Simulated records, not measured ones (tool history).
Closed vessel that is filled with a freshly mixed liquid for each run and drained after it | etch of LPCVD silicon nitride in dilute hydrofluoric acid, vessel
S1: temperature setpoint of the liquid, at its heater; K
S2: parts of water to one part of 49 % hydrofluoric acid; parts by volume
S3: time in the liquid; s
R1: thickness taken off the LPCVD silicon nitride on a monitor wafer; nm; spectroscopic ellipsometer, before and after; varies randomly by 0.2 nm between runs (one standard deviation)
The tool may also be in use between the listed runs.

run,hour,S1,S2,S3,R1
1,0,297.15,210,3160,6.5914
2,4.1,297.15,210,3365,7.0802
3,11.8,298.15,190,3365,8.3025
4,15.5,298.15,215,3365,7.4535
5,18.3,299.15,195,3365,8.6091
6,19.2,300.15,175,3365,10.214
7,27,301.15,160,3365,12.16

For run 8, what comes out?
8,29.7,301.65,155,3365,?

R1: 12.716 nm
